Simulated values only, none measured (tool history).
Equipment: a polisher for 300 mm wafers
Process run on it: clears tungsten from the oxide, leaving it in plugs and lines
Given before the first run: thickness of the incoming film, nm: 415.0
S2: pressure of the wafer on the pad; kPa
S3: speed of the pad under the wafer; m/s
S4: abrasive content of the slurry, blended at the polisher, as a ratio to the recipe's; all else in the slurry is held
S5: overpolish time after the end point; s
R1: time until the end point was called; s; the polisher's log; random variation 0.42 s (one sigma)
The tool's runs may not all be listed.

run 1 day=0.000 | flow_of_slurry_(ml/min)=130 S2=18.6 S3=1.36 S4=1.0 S5=39 | R1=89.162
run 2 day=0.142 | flow_of_slurry_(ml/min)=130 S2=20.7 S3=1.36 S4=1.0 S5=39 | R1=79.024
run 3 day=0.183 | flow_of_slurry_(ml/min)=130 S2=17.9 S3=1.36 S4=1.0 S5=39 | R1=90.973
run 4 day=0.512 | flow_of_slurry_(ml/min)=130 S2=17.9 S3=1.36 S4=1.0 S5=39 | R1=90.906
-- day=0.829 slurry nozzle cleaned
run 5 day=0.829 | flow_of_slurry_(ml/min)=130 S2=17.9 S3=1.06 S4=1.0 S5=39 | R1=106.950
run 6 day=0.883 | flow_of_slurry_(ml/min)=135 S2=19.3 S3=1.12 S4=1.0 S5=39 | R1=95.197

The next listed run, before its measurement:
run 7 day=1.046 | flow_of_slurry_(ml/min)=160 S2=24.1 S3=1.44 S4=1.0 S5=39 | R1=?

R1: 58.743 s
